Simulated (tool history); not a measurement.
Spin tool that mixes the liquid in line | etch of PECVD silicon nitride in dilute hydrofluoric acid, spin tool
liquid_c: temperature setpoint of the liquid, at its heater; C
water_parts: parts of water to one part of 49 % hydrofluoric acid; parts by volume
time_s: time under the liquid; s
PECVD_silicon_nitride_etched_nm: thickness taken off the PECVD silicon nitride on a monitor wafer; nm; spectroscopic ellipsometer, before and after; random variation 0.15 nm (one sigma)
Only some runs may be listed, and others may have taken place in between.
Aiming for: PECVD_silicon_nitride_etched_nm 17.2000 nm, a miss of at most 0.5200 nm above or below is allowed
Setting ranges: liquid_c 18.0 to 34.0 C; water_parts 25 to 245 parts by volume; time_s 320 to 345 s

| run | hour | liquid_c | water_parts | time_s | PECVD_silicon_nitride_etched_nm |
|---|---|---|---|---|---|
| 1 | 0.0 | 26.0 | 135 | 320 | 8.3873 |
| 2 | 6.1 | 27.5 | 130 | 320 | 9.5858 |
| 3 | 8.5 | 29.0 | 125 | 320 | 10.9770 |
| 4 | 13.8 | 29.0 | 125 | 345 | 11.8300 |
| 5 | 14.5 | 30.0 | 120 | 345 | 13.2310 |
| 6 | 17.0 | 31.0 | 120 | 345 | 14.0750 |
| 7 | 17.7 | 31.5 | 120 | 345 | 14.4100 |
| 8 | 20.6 | 32.0 | 120 | 345 | 14.9790 |
| 9 | 22.3 | 32.5 | 120 | 345 | 15.3120 |
| 10 | 30.5 | 33.0 | 120 | 345 | 15.8470 |

Pick the move, out of 4, that brings all results within their allowed miss; only one does.
| A | 38.7 | 33.5 | 115 | 345 | ? |
| B | 38.7 | 32.0 | 105 | 320 | ? |
| C | 38.7 | 34.0 | 110 | 345 | ? |
| D | 38.7 | 33.5 | 115 | 320 | ? |

| move | PECVD_silicon_nitride_etched_nm |
|---|---|
| A | 16.8070 |
| B | 15.6120 |
| C | 18.1260 |
| D | 15.5890 |
A: all results land within tolerance of their targets
B: moves away from the targets compared with the last run
C: carries the result that was furthest off beyond its target, to the other side
D: moves away from the targets compared with the last run
The right move is A.

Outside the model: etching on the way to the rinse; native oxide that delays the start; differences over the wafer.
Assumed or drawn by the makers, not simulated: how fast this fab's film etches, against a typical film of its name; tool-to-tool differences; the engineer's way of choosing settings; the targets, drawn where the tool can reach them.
